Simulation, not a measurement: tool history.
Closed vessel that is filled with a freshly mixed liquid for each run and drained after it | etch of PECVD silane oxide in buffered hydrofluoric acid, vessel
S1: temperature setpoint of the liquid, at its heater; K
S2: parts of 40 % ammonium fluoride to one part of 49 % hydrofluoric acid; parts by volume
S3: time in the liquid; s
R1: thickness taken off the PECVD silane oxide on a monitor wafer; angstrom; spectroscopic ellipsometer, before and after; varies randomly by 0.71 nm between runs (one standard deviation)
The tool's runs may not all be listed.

{"run": 1, "hour": 0.0, "S1": 293.15, "S2": 20, "S3": 90, "R1": 1088.3}
{"run": 2, "hour": 5.7, "S1": 292.15, "S2": 21, "S3": 90, "R1": 982.32}
{"run": 3, "hour": 8.6, "S1": 295.65, "S2": 21, "S3": 90, "R1": 1187.2}
{"run": 4, "hour": 12.9, "S1": 292.65, "S2": 21, "S3": 90, "R1": 1012.6}
{"run": 5, "hour": 19.6, "S1": 292.65, "S2": 21, "S3": 90, "R1": 1008.3}
{"run": 6, "hour": 27.0, "S1": 292.65, "S2": 21, "S3": 95, "R1": 1065.5}
{"run": 7, "hour": 33.9, "S1": 292.15, "S2": 22, "S3": 95, "R1": 1019.3}

Run 8 is up next; what results do you expect?
{"run": 8, "hour": 40.7, "S1": 291.65, "S2": 23, "S3": 95, "R1": "?"}

R1: 952.92 angstrom
